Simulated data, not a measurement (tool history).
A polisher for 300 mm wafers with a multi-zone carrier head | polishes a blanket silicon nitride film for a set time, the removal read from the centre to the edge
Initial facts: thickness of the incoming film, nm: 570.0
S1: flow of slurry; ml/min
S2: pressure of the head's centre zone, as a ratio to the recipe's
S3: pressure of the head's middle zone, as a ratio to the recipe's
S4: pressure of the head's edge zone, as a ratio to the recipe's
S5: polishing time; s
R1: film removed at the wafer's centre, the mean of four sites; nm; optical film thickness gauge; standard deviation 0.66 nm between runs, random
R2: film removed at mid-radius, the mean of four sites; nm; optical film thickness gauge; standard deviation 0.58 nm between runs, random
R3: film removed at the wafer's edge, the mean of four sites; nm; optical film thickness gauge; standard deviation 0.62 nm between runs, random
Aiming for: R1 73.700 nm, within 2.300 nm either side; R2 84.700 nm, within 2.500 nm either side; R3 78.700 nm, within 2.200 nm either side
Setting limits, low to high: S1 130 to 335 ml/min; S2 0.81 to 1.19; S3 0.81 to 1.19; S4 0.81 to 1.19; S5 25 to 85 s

run	day	S1	S2	S3	S4	S5	R1	R2	R3
1	0.000	215	1.00	1.00	1.00	55	114.510	114.240	114.600
2	0.112	205	0.96	1.00	0.95	50	100.150	104.150	100.960
3	0.354	255	0.96	1.00	0.95	50	100.780	107.210	100.840
4	0.525	255	1.02	1.00	0.95	50	108.100	106.010	101.990
5	0.729	255	0.97	0.98	0.92	47	97.901	98.450	95.149
6	0.988	255	0.97	0.98	0.98	47	96.543	99.656	96.723
7	1.104	255	0.97	0.98	0.98	47	96.484	99.839	98.188
8	1.171	255	0.93	0.97	0.94	45	89.794	93.837	91.645
9	1.312	255	0.90	0.97	0.92	43	82.367	90.525	86.283
10	1.675	250	0.88	0.96	0.89	43	79.344	89.533	86.045
11	1.717	250	0.88	0.96	0.87	42	79.025	87.152	82.111
12	2.000	245	0.87	0.96	0.86	42	78.437	86.456	82.023
13	2.325	240	0.86	0.96	0.85	42	76.198	87.552	80.950
14	2.500	240	0.86	0.96	0.85	42	76.362	87.090	80.810

Which single option among these 5 for the next run brings every result within its allowed miss of target? Just one does.
A	2.675	250	0.88	0.89	0.81	43	?	?	?
B	2.675	240	0.86	0.98	0.85	41	?	?	?
C	2.675	275	0.87	0.99	0.82	43	?	?	?
D	2.675	245	0.90	1.02	0.87	41	?	?	?
E	2.675	245	0.90	1.03	0.81	39	?	?	?

move	R1	R2	R3
A	80.978	83.168	81.020
B	75.114	84.422	78.570
C	80.968	90.443	81.966
D	78.853	87.024	79.494
E	75.011	83.365	73.249
A: the biggest miss grows against the last run
B: hits every target within its allowed miss
C: the biggest miss grows against the last run
D: the biggest miss grows against the last run
E: the worst result of the last run now meets its target, but another is out of spec
So the answer is move B, the one that meets all the targets.
